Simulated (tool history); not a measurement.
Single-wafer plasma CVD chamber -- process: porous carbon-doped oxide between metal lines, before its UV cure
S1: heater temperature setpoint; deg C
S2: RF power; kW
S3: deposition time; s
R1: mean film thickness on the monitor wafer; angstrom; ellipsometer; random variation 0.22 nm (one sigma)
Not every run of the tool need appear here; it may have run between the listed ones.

{"run": 1, "hour": 0.0, "S1": 290, "S2": 0.485, "S3": 20.4, "R1": 1165.7}
{"run": 2, "hour": 4.0, "S1": 290, "S2": 0.55, "S3": 20.4, "R1": 1270.6}
{"run": 3, "hour": 7.4, "S1": 290, "S2": 0.55, "S3": 20.4, "R1": 1264.4}
{"run": 4, "hour": 13.7, "S1": 290, "S2": 0.55, "S3": 20.4, "R1": 1268}
{"run": 5, "hour": 20.6, "S1": 298, "S2": 0.51, "S3": 20.4, "R1": 1149}
{"run": 6, "hour": 27.8, "S1": 298, "S2": 0.555, "S3": 20.4, "R1": 1218.8}

Run 7 is up next; what results do you expect?
{"run": 7, "hour": 28.4, "S1": 303, "S2": 0.515, "S3": 20.4, "R1": "?"}

For run 7 the tool returned R1 1114 angstrom.
